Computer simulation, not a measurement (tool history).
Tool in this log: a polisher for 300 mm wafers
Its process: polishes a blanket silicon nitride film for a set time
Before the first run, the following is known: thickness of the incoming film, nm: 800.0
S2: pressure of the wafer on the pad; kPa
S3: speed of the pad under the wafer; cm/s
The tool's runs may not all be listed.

Run 1, hour 0.0: flow of slurry (ml/min) 265, S2 23.4 kPa, S3 112 cm/s, polishing time (s) 122. Result: film removed (nm) 259.61.
Run 2, hour 6.8: flow of slurry (ml/min) 265, S2 23.4 kPa, S3 136 cm/s, polishing time (s) 122. Result: film removed (nm) 282.63.
Run 3, hour 14.9: flow of slurry (ml/min) 265, S2 20.7 kPa, S3 134 cm/s, polishing time (s) 122. Result: film removed (nm) 253.69.
Run 4, hour 22.9: flow of slurry (ml/min) 265, S2 20.7 kPa, S3 134 cm/s, polishing time (s) 122. Result: film removed (nm) 253.02.
Run 5, hour 29.1: flow of slurry (ml/min) 265, S2 20.7 kPa, S3 160 cm/s, polishing time (s) 122. Result: film removed (nm) 280.41.
Run 6, hour 37.3: flow of slurry (ml/min) 260, S2 17.9 kPa, S3 154 cm/s, polishing time (s) 122. Result: film removed (nm) 243.86.

Expected results for the next run?
Run 7, hour 38.6: flow of slurry (ml/min) 260, S2 15.9 kPa, S3 150 cm/s, polishing time (s) 122. Result: film removed (nm) ?.

Run 7 produced film removed (nm) 213.28.
